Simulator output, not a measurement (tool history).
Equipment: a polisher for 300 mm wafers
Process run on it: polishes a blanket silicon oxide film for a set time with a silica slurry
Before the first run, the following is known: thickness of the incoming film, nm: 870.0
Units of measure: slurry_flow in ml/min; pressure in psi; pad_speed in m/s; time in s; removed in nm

Run 1, day 0.000: slurry_flow 200 ml/min, pressure 4.7 psi, pad_speed 1.22 m/s, slurry_solids 1.0, time 25 s. Result: removed 85.062 nm.
Run 2, day 0.325: slurry_flow 200 ml/min, pressure 5.2 psi, pad_speed 1.22 m/s, slurry_solids 1.0, time 25 s. Result: removed 91.414 nm.
Run 3, day 0.529: slurry_flow 200 ml/min, pressure 5.2 psi, pad_speed 1.44 m/s, slurry_solids 1.0, time 25 s. Result: removed 101.450 nm.
Run 4, day 0.617: slurry_flow 200 ml/min, pressure 4.3 psi, pad_speed 1.44 m/s, slurry_solids 1.0, time 25 s. Result: removed 89.056 nm.
Run 5, day 0.783: slurry_flow 235 ml/min, pressure 4.3 psi, pad_speed 1.44 m/s, slurry_solids 1.0, time 25 s. Result: removed 89.557 nm.
At day 1.154: head pressure recalibrated.
Run 6, day 1.154: slurry_flow 235 ml/min, pressure 3.7 psi, pad_speed 1.28 m/s, slurry_solids 1.0, time 25 s. Result: removed 74.196 nm.
Run 7, day 1.229: slurry_flow 235 ml/min, pressure 3.3 psi, pad_speed 1.16 m/s, slurry_solids 1.0, time 25 s. Result: removed 63.364 nm.
Run 8, day 1.271: slurry_flow 235 ml/min, pressure 3.0 psi, pad_speed 1.10 m/s, slurry_solids 1.0, time 25 s. Result: removed 57.467 nm.

Forecast run 9:
Run 9, day 1.454: slurry_flow 230 ml/min, pressure 2.8 psi, pad_speed 1.06 m/s, slurry_solids 1.0, time 25 s. Result: removed ?.

removed: 53.474 nm
